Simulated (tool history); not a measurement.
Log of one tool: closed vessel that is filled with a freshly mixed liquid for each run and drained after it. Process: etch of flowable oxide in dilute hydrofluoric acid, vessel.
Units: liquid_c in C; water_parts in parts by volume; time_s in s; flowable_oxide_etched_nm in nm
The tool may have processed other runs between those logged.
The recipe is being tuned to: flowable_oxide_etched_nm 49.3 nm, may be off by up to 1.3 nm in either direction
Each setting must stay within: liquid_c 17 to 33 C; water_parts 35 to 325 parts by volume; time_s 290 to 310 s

run 1 hour=0 | liquid_c=25 water_parts=180 time_s=290 | flowable_oxide_etched_nm=76.412
run 2 hour=8.8 | liquid_c=23 water_parts=180 time_s=290 | flowable_oxide_etched_nm=71.378
run 3 hour=10.1 | liquid_c=25.5 water_parts=180 time_s=290 | flowable_oxide_etched_nm=77.869
run 4 hour=12 | liquid_c=25.5 water_parts=135 time_s=290 | flowable_oxide_etched_nm=110.06
run 5 hour=15.5 | liquid_c=28.5 water_parts=135 time_s=290 | flowable_oxide_etched_nm=121.99
run 6 hour=23.1 | liquid_c=28.5 water_parts=110 time_s=290 | flowable_oxide_etched_nm=155.41
run 7 hour=27.2 | liquid_c=26 water_parts=130 time_s=290 | flowable_oxide_etched_nm=116.45
run 8 hour=35.8 | liquid_c=24 water_parts=145 time_s=290 | flowable_oxide_etched_nm=96.888
run 9 hour=40.6 | liquid_c=22.5 water_parts=155 time_s=290 | flowable_oxide_etched_nm=83.339
run 10 hour=41.9 | liquid_c=21.5 water_parts=165 time_s=290 | flowable_oxide_etched_nm=74.63
run 11 hour=43.6 | liquid_c=20.5 water_parts=170 time_s=290 | flowable_oxide_etched_nm=68.822
run 12 hour=52.7 | liquid_c=20 water_parts=175 time_s=290 | flowable_oxide_etched_nm=65.194
run 13 hour=54.8 | liquid_c=19.5 water_parts=180 time_s=290 | flowable_oxide_etched_nm=61.723
run 14 hour=61.4 | liquid_c=19.5 water_parts=180 time_s=290 | flowable_oxide_etched_nm=61.556
run 15 hour=66.7 | liquid_c=19 water_parts=185 time_s=290 | flowable_oxide_etched_nm=59.838
run 16 hour=69.5 | liquid_c=18.5 water_parts=190 time_s=290 | flowable_oxide_etched_nm=55.836

5 candidate next runs follow, results not yet known. Just one meets every target within its allowed miss. Identify it.
run A hour=72.3 | liquid_c=21.5 water_parts=220 time_s=290 | flowable_oxide_etched_nm=?
run B hour=72.3 | liquid_c=19.5 water_parts=205 time_s=290 | flowable_oxide_etched_nm=?
run C hour=72.3 | liquid_c=17 water_parts=205 time_s=310 | flowable_oxide_etched_nm=?
run D hour=72.3 | liquid_c=21 water_parts=215 time_s=290 | flowable_oxide_etched_nm=?
run E hour=72.3 | liquid_c=17.5 water_parts=205 time_s=290 | flowable_oxide_etched_nm=?

move=A flowable_oxide_etched_nm=53.019
move=B flowable_oxide_etched_nm=53.502
move=C flowable_oxide_etched_nm=51.847
move=D flowable_oxide_etched_nm=53.504
move=E flowable_oxide_etched_nm=49.474
A: closer than the last run, but not yet in spec
B: closer than the last run, but not yet in spec
C: closer than the last run, but not yet in spec
D: closer than the last run, but not yet in spec
E: in spec on every target
So the answer is move E, the one that meets all the targets.

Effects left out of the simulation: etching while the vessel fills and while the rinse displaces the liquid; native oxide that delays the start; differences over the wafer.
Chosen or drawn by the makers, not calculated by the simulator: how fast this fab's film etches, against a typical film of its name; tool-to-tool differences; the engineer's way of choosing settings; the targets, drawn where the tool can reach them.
